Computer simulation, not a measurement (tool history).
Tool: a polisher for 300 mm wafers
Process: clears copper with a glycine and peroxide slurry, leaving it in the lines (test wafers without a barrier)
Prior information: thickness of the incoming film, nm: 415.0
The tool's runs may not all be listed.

run  hour  flow of slurry (ml/min)  pressure of the wafer on the pad (psi)  speed of the pad under the wafer (cm/s)  overpolish time after the end point (s)  time until the end point was called (s)  dishing of a wide line in a test structure (nm)
  1   0.0                      275                                     2.7                                      108                                       27                                   78.662                                           62.171
  2   1.2                      275                                     2.9                                      108                                       27                                   75.967                                           63.510
  3   8.3                      275                                     3.1                                      110                                       27                                   71.375                                           66.043
  4  14.8                      275                                     3.3                                      112                                       27                                   67.331                                           68.650
  5  20.0                      275                                     3.4                                      114                                       27                                   64.695                                           69.102
  6  28.0                      235                                     3.4                                      114                                       27                                   65.731                                           67.934

Run 7 comes next. What will it give?
  7  32.9                      240                                     3.5                                      114                                       27                                        ?                                                ?

{"run 7": {"time until the end point was called (s)": 65.338, "dishing of a wide line in a test structure (nm)": 68.513}}
